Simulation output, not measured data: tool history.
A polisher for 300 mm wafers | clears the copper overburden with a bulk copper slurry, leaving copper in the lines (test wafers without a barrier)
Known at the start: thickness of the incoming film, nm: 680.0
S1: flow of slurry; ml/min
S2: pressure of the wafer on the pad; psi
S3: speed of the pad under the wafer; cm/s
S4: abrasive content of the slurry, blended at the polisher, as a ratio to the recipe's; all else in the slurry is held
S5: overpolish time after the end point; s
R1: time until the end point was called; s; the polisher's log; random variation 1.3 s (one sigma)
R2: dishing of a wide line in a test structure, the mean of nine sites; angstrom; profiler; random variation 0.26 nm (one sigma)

run,hour,S1,S2,S3,S4,S5,R1,R2
1,0.0,130,2.9,136,1.00,13,50.213,888.69
2,0.9,145,2.9,136,1.00,13,47.499,908.15
3,8.3,165,2.9,136,1.00,13,47.592,903.66
4,17.0,165,2.9,156,1.00,13,41.180,985.73
5,22.0,170,2.6,142,1.00,12,48.992,808.07
6,22.8,175,2.4,130,0.95,11,59.397,705.49
7,24.2,140,1.6,92,1.20,5,122.970,207.08
8,27.6,140,1.6,92,1.25,5,122.170,210.08
9,32.9,130,1.6,94,1.30,5,122.050,212.31
10,38.9,140,1.6,94,1.35,5,115.170,215.64

Run 11 comes next. What will it give?
11,43.6,145,1.6,94,1.35,5,?,?

{"run 11": {"R1": 115.79, "R2": 221.74}}
